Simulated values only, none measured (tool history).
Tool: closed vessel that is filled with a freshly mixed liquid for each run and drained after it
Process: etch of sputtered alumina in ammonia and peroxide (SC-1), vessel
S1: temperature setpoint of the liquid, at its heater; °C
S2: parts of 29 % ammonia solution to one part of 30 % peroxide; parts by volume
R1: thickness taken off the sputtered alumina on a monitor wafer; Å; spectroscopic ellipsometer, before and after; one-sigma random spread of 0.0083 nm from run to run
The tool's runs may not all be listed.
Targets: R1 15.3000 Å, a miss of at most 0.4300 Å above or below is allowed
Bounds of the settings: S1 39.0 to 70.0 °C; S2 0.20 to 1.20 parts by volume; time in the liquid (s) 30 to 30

run 1 day=0.000 | S1=55.0 S2=0.70 time_in_the_liquid_(s)=30 | R1=18.4220
run 2 day=0.162 | S1=48.5 S2=0.70 time_in_the_liquid_(s)=30 | R1=13.0460
run 3 day=0.496 | S1=48.5 S2=0.55 time_in_the_liquid_(s)=30 | R1=12.7770
run 4 day=0.633 | S1=42.0 S2=0.55 time_in_the_liquid_(s)=30 | R1=8.9062
run 5 day=1.012 | S1=42.0 S2=0.55 time_in_the_liquid_(s)=30 | R1=8.7162
run 6 day=1.212 | S1=42.0 S2=0.75 time_in_the_liquid_(s)=30 | R1=8.9491
run 7 day=1.512 | S1=42.0 S2=0.75 time_in_the_liquid_(s)=30 | R1=9.1462
run 8 day=1.875 | S1=43.5 S2=0.75 time_in_the_liquid_(s)=30 | R1=9.9130
run 9 day=2.262 | S1=45.0 S2=0.75 time_in_the_liquid_(s)=30 | R1=10.7450
run 10 day=2.546 | S1=46.0 S2=0.75 time_in_the_liquid_(s)=30 | R1=11.5220
run 11 day=2.704 | S1=46.0 S2=0.75 time_in_the_liquid_(s)=30 | R1=11.3740
run 12 day=2.933 | S1=47.0 S2=0.75 time_in_the_liquid_(s)=30 | R1=11.9780
run 13 day=3.229 | S1=47.5 S2=0.75 time_in_the_liquid_(s)=30 | R1=12.3830
run 14 day=3.388 | S1=48.0 S2=0.75 time_in_the_liquid_(s)=30 | R1=12.6950
run 15 day=3.638 | S1=48.5 S2=0.75 time_in_the_liquid_(s)=30 | R1=13.1470
run 16 day=3.929 | S1=49.0 S2=0.75 time_in_the_liquid_(s)=30 | R1=13.5870
run 17 day=4.196 | S1=49.5 S2=0.75 time_in_the_liquid_(s)=30 | R1=13.7680

Which of these 4 next moves meets every target?
run A day=4.462 | S1=52.0 S2=0.45 time_in_the_liquid_(s)=30 | R1=?
run B day=4.462 | S1=49.5 S2=1.00 time_in_the_liquid_(s)=30 | R1=?
run C day=4.462 | S1=47.5 S2=0.45 time_in_the_liquid_(s)=30 | R1=?
run D day=4.462 | S1=52.5 S2=0.75 time_in_the_liquid_(s)=30 | R1=?

move=A R1=15.1950
move=B R1=14.2980
move=C R1=11.8570
move=D R1=16.3880
A: every result lands within tolerance
B: closes in on the targets versus the last run, not all within tolerance yet
C: further off than the last run
D: moves the result that the last run missed by most past its target, out the other side
Correct choice: A, which meets every target
